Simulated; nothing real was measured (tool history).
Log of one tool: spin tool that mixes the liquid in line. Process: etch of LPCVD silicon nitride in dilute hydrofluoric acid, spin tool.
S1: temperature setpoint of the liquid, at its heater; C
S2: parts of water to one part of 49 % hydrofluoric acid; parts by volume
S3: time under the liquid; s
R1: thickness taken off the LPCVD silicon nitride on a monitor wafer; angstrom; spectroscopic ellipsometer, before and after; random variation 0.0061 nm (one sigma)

| run | hour | S1 | S2 | S3 | R1 |
|---|---|---|---|---|---|
| 1 | 0 | 23 | 50 | 65 | 7.5239 |
| 2 | 8.7 | 22.5 | 50 | 65 | 7.4444 |
| 3 | 12.3 | 22 | 50 | 65 | 6.9111 |
| 4 | 19.2 | 22 | 50 | 65 | 7.0608 |
| 5 | 24.9 | 21.5 | 50 | 65 | 6.7861 |
| 6 | 32.3 | 21 | 50 | 65 | 6.5924 |

For run 7, what comes out?
| 7 | 39.8 | 20.5 | 50 | 65 | ? |

Run 7 gave R1 6.3203 angstrom.
